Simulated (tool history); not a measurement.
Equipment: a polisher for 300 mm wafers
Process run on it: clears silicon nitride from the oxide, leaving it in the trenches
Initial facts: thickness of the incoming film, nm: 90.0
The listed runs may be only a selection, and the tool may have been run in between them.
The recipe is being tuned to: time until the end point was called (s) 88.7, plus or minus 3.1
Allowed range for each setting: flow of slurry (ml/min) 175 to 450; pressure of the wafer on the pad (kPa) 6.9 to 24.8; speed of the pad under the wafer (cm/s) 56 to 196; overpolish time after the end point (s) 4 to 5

run,hour,flow of slurry (ml/min),pressure of the wafer on the pad (kPa),speed of the pad under the wafer (cm/s),overpolish time after the end point (s),time until the end point was called (s)
1,0,290,15.9,126,5,102.75
2,6.6,290,16.5,126,5,99.973
3,11.1,290,16.5,114,5,106.75
4,16.9,290,16.5,114,4,106.86
5,21.1,290,17.2,114,4,102.11
6,24.5,290,17.2,114,5,103.4
7,25.1,290,17.9,114,5,98.257
8,29.2,290,18.6,114,5,94.357
9,30.6,290,19.3,114,5,92.309

5 next moves are on the table. One of them brings every result within its allowed miss. Which?
A,32,355,18.6,144,4,?
B,32,310,19.3,102,5,?
C,32,295,20,112,5,?
D,32,285,18.6,114,5,?
E,32,350,18.6,108,4,?

move,time until the end point was called (s)
A,78.582
B,97.798
C,89.136
D,94.741
E,96.477
A: the result that was furthest off in the last run now lies on the other side of its target
B: misses by more than the last run did
C: meets every target
D: misses by more than the last run did
E: misses by more than the last run did
C is the move that brings every result within its allowed miss.
